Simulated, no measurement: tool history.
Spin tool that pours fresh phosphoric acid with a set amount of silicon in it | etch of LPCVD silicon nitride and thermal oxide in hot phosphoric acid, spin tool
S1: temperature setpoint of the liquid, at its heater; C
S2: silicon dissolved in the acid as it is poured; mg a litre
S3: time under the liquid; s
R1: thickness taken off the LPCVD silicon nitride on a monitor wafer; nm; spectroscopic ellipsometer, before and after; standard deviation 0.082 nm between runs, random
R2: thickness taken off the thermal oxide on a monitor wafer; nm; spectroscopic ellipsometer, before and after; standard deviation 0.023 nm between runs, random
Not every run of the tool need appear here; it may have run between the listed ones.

| run | hour | S1 | S2 | S3 | R1 | R2 |
|---|---|---|---|---|---|---|
| 1 | 0.0 | 163.0 | 9.0 | 180 | 20.853 | 0.55066 |
| 2 | 6.5 | 163.0 | 5.0 | 180 | 20.887 | 0.50328 |
| 3 | 9.9 | 163.0 | 0.5 | 180 | 20.758 | 0.69791 |
| 4 | 16.1 | 161.5 | 3.5 | 170 | 18.700 | 0.44608 |
| 5 | 19.3 | 161.5 | 3.5 | 200 | 21.893 | 0.58065 |
| 6 | 25.3 | 160.5 | 4.0 | 185 | 19.628 | 0.47031 |
| 7 | 33.5 | 158.0 | 7.0 | 150 | 14.666 | 0.30469 |

Run 8 is up next; what results do you expect?
| 8 | 34.9 | 158.5 | 8.5 | 150 | ? | ? |

Run 8 gave R1 14.762 nm, R2 0.30077 nm.
